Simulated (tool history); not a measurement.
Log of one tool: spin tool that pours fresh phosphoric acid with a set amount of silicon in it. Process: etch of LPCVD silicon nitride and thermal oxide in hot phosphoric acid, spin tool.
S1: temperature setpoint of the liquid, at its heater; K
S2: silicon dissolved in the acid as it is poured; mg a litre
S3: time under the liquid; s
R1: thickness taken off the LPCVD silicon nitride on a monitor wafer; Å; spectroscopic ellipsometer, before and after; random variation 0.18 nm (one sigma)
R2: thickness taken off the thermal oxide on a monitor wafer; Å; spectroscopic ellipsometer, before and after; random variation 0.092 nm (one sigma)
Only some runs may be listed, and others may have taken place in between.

{"run": 1, "day": 0.0, "S1": 433.15, "S2": 13.5, "S3": 180, "R1": 181.23, "R2": 4.4997}
{"run": 2, "day": 0.292, "S1": 432.15, "S2": 13.5, "S3": 180, "R1": 175.69, "R2": 3.6046}
{"run": 3, "day": 0.479, "S1": 432.15, "S2": 13.5, "S3": 140, "R1": 134.43, "R2": 2.8563}
{"run": 4, "day": 0.554, "S1": 432.15, "S2": 13.5, "S3": 175, "R1": 169.25, "R2": 3.0689}
{"run": 5, "day": 0.808, "S1": 433.15, "S2": 14.5, "S3": 205, "R1": 206.71, "R2": 3.7878}
{"run": 6, "day": 1.042, "S1": 435.15, "S2": 14.5, "S3": 205, "R1": 217.34, "R2": 5.1536}
{"run": 7, "day": 1.096, "S1": 435.65, "S2": 13.5, "S3": 225, "R1": 246.32, "R2": 5.6031}

Expected results for the next run?
{"run": 8, "day": 1.412, "S1": 436.15, "S2": 12.0, "S3": 240, "R1": "?", "R2": "?"}

R1: 265.74 Å
R2: 6.3398 Å
